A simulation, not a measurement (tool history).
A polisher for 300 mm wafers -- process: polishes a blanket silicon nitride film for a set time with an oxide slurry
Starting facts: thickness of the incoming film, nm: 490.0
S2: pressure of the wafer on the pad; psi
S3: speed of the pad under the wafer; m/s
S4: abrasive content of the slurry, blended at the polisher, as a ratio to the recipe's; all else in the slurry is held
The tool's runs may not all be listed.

{"run": 1, "hour": 0.0, "flow of slurry (ml/min)": 235, "S2": 4.2, "S3": 1.12, "S4": 1, "polishing time (s)": 46, "film removed (nm)": 34.525}
{"run": 2, "hour": 5.4, "flow of slurry (ml/min)": 235, "S2": 4.2, "S3": 1.12, "S4": 1, "polishing time (s)": 40, "film removed (nm)": 30.376}
{"run": 3, "hour": 12.8, "flow of slurry (ml/min)": 235, "S2": 4.2, "S3": 1.12, "S4": 1.15, "polishing time (s)": 40, "film removed (nm)": 31.455}
{"run": 4, "hour": 17.9, "flow of slurry (ml/min)": 235, "S2": 3.9, "S3": 1.06, "S4": 1.15, "polishing time (s)": 40, "film removed (nm)": 29.002}
{"run": 5, "hour": 20.8, "flow of slurry (ml/min)": 235, "S2": 3.7, "S3": 1, "S4": 1.15, "polishing time (s)": 40, "film removed (nm)": 26.064}
{"run": 6, "hour": 25.2, "flow of slurry (ml/min)": 190, "S2": 3.7, "S3": 1, "S4": 1.15, "polishing time (s)": 40, "film removed (nm)": 25.571}

Run 7 is up next; what results do you expect?
{"run": 7, "hour": 27.4, "flow of slurry (ml/min)": 190, "S2": 3.5, "S3": 0.96, "S4": 1.15, "polishing time (s)": 40, "film removed (nm)": "?"}

For run 7 the tool returned film removed (nm) 23.486.

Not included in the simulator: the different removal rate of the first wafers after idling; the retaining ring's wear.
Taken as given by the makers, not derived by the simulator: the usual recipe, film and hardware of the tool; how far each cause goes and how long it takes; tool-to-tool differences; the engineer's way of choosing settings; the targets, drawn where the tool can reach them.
